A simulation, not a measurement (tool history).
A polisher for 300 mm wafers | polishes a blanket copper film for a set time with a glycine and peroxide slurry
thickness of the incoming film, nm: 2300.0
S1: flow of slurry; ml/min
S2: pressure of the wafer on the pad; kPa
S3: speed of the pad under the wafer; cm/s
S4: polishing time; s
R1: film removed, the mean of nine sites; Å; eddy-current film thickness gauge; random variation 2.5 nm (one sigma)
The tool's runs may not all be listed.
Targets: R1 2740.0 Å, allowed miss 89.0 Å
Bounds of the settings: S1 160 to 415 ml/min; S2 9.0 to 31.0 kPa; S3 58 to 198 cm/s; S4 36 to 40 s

run 1 day=0.000 | S1=265 S2=20.0 S3=128 S4=40 | R1=2916.1
run 2 day=0.321 | S1=265 S2=20.0 S3=108 S4=40 | R1=2566.8
run 3 day=0.525 | S1=205 S2=20.0 S3=108 S4=40 | R1=2489.9
run 4 day=0.758 | S1=210 S2=20.7 S3=108 S4=40 | R1=2519.1
run 5 day=0.788 | S1=210 S2=20.7 S3=86 S4=40 | R1=2118.5
run 6 day=0.833 | S1=215 S2=22.1 S3=86 S4=40 | R1=2202.9
run 7 day=1.179 | S1=220 S2=23.4 S3=86 S4=40 | R1=2338.4
-- day=1.225 head pressure recalibrated
run 8 day=1.225 | S1=225 S2=24.1 S3=86 S4=40 | R1=2550.2
run 9 day=1.350 | S1=235 S2=24.1 S3=86 S4=40 | R1=2613.9
run 10 day=1.554 | S1=240 S2=24.1 S3=86 S4=40 | R1=2535.7
run 11 day=1.604 | S1=250 S2=24.1 S3=86 S4=40 | R1=2556.3
run 12 day=1.658 | S1=260 S2=24.1 S3=86 S4=40 | R1=2537.1

Which of these 5 next moves meets every target?
run A day=1.712 | S1=300 S2=21.4 S3=96 S4=39 | R1=?
run B day=1.712 | S1=230 S2=26.2 S3=104 S4=37 | R1=?
run C day=1.712 | S1=205 S2=21.4 S3=120 S4=40 | R1=?
run D day=1.712 | S1=255 S2=22.8 S3=110 S4=36 | R1=?
run E day=1.712 | S1=230 S2=26.9 S3=94 S4=39 | R1=?

move=A R1=2555.1
move=B R1=2997.8
move=C R1=3027.7
move=D R1=2744.0
move=E R1=2961.0
A: nearer than the last run, and not there yet
B: takes the result that was furthest off past its target
C: takes the result that was furthest off past its target
D: meets every target
E: takes the result that was furthest off past its target
The right move is D.

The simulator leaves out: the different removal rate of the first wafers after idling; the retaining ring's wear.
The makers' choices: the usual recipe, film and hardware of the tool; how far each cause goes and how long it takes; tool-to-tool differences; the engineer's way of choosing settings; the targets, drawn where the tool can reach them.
